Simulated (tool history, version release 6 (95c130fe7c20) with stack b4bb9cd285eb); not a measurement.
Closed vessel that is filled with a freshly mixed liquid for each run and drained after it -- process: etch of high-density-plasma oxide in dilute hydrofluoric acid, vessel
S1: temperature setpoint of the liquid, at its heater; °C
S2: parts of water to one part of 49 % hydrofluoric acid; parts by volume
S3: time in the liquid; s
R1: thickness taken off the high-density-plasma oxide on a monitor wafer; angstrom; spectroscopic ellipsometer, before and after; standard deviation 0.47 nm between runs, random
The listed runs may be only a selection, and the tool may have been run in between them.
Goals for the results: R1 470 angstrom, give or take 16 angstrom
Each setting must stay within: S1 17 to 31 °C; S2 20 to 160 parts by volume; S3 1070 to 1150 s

run 1 hour=0 | S1=23 S2=90 S3=1070 | R1=611.23
run 2 hour=3.3 | S1=23 S2=90 S3=1070 | R1=597.23
run 3 hour=6.9 | S1=21.5 S2=90 S3=1070 | R1=568.74
run 4 hour=8.6 | S1=21.5 S2=90 S3=1070 | R1=567.13
run 5 hour=12.5 | S1=19 S2=90 S3=1070 | R1=510
run 6 hour=15.3 | S1=22 S2=90 S3=1070 | R1=573.47
run 7 hour=17.7 | S1=21 S2=90 S3=1070 | R1=551.21
run 8 hour=21.3 | S1=21 S2=90 S3=1070 | R1=546.85
run 9 hour=23.7 | S1=20 S2=90 S3=1070 | R1=530.86
run 10 hour=27.8 | S1=19.5 S2=90 S3=1070 | R1=521.99
run 11 hour=33.4 | S1=19 S2=90 S3=1070 | R1=502.23
run 12 hour=39 | S1=18.5 S2=90 S3=1070 | R1=493.04

Consider the 4 candidate settings below. Which is the only one whose results all fall within their allowed miss of target?
run A hour=44.6 | S1=19.5 S2=100 S3=1105 | R1=?
run B hour=44.6 | S1=18 S2=100 S3=1070 | R1=?
run C hour=44.6 | S1=18 S2=85 S3=1095 | R1=?
run D hour=44.6 | S1=17.5 S2=100 S3=1120 | R1=?

move=A R1=481.88
move=B R1=438.43
move=C R1=536.45
move=D R1=449.41
A: every result within its allowed miss
B: takes the biggest miss from the last run beyond its target
C: further off than the last run
D: takes the biggest miss from the last run beyond its target
Correct choice: A, which meets every target

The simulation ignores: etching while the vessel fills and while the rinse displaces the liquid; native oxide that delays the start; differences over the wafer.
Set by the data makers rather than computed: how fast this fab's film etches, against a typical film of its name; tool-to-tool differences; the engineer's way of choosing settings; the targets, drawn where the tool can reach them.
